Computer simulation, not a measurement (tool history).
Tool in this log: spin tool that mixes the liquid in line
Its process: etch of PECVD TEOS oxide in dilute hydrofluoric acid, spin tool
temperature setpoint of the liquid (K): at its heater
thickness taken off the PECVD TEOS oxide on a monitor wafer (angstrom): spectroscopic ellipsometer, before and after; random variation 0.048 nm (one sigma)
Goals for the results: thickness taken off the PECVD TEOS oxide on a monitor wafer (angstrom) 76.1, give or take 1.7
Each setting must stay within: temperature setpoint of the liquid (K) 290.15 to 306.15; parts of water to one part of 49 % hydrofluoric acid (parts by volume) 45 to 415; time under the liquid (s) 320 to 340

| run | hour | temperature setpoint of the liquid (K) | parts of water to one part of 49 % hydrofluoric acid (parts by volume) | time under the liquid (s) | thickness taken off the PECVD TEOS oxide on a monitor wafer (angstrom) |
|---|---|---|---|---|---|
| 1 | 0 | 298.15 | 230 | 320 | 140.88 |
| 2 | 4.6 | 298.15 | 230 | 320 | 140.24 |
| 3 | 5.3 | 296.15 | 250 | 320 | 118.25 |
| 4 | 6.3 | 296.15 | 315 | 320 | 89.133 |
| 5 | 7 | 295.15 | 315 | 320 | 84.67 |
| 6 | 15 | 295.15 | 275 | 320 | 101.23 |
| 7 | 21.3 | 293.65 | 280 | 320 | 92.961 |
| 8 | 29.6 | 292.65 | 285 | 320 | 88.512 |
| 9 | 33.2 | 292.15 | 290 | 320 | 84.161 |
| 10 | 40.8 | 291.65 | 290 | 320 | 82.671 |
| 11 | 41.7 | 291.15 | 290 | 320 | 81.331 |
| 12 | 48 | 290.65 | 290 | 320 | 79.962 |

4 candidate next runs follow, results not yet known. Just one meets every target within its allowed miss. Identify it.
| A | 54.3 | 292.15 | 300 | 320 | ? |
| B | 54.3 | 290.15 | 300 | 340 | ? |
| C | 54.3 | 293.15 | 310 | 320 | ? |
| D | 54.3 | 290.15 | 300 | 325 | ? |

| move | thickness taken off the PECVD TEOS oxide on a monitor wafer (angstrom) |
|---|---|
| A | 81.226 |
| B | 80.08 |
| C | 80.826 |
| D | 76.547 |
A: its largest miss is bigger than the last run's
B: just as far off the targets as the last run
C: its largest miss is bigger than the last run's
D: hits every target within its allowed miss
D is the move that brings every result within its allowed miss.

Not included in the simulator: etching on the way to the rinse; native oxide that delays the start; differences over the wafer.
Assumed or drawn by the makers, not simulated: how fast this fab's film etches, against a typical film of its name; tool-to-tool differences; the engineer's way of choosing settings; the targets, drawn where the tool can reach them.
